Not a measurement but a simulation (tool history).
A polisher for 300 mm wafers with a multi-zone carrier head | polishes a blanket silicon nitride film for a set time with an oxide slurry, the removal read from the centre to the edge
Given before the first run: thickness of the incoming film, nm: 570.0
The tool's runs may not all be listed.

run,hour,flow of slurry (ml/min),pressure of the head's centre zone,pressure of the head's middle zone,pressure of the head's edge zone,abrasive content of the slurry,polishing time (s),film removed at the wafer's centre (nm),film removed at mid-radius (nm),film removed at the wafer's edge (nm)
1,0,285,1,1,1,1,75,50.416,48.001,48.8
2,5.4,290,1.05,1,1,1,75,53.291,47.895,47.865
3,7.1,290,1.05,1,1,1,61,42.06,40.29,39.022
4,9.2,290,1.05,1,1,0.9,61,40.591,39.143,37.487
5,16.6,290,1.08,1,1.01,1.1,62,45.501,41.659,40.576
6,25.1,290,1.08,1,1.01,1.1,46,34.318,31.164,31.453
7,29.3,295,1.11,1.01,1.02,1.2,53,41.78,37.098,36.583
8,35.8,330,1.19,0.98,1.11,1.45,66,58.181,47.972,51.673

The next listed run, before its measurement:
9,38.2,335,1.19,0.97,1.07,1.45,67,?,?,?

film removed at the wafer's centre (nm): 60.635
film removed at mid-radius (nm): 48.068
film removed at the wafer's edge (nm): 50.532
